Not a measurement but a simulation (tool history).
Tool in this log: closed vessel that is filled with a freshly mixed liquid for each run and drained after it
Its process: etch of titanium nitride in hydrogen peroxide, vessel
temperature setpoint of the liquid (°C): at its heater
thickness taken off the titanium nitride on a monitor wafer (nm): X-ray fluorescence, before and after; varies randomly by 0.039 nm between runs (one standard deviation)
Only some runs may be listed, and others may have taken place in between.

run	hour	temperature setpoint of the liquid (°C)	concentration of hydrogen peroxide in the mixed liquid (% by weight)	time in the liquid (s)	thickness taken off the titanium nitride on a monitor wafer (nm)
1	0.0	44.0	25	80	3.9276
2	0.9	39.5	25	80	2.7872
3	2.5	39.5	25	80	2.7849
4	9.0	39.5	29	80	2.8587
5	15.7	36.5	29	80	2.2778
6	24.6	34.0	29	80	1.8642
7	31.5	34.0	29	80	1.8655
8	40.3	39.5	29	80	2.8607
9	43.7	43.0	29	80	3.7748
10	52.5	45.5	29	80	4.5672
11	57.8	47.0	29	80	5.0431
12	61.9	48.0	29	80	5.4546
13	67.4	48.5	29	80	5.6464

Estimate the outcome of run 14 from the log above:
14	69.6	49.0	29	80	?

{"run 14": {"thickness taken off the titanium nitride on a monitor wafer (nm)": 5.9093}}
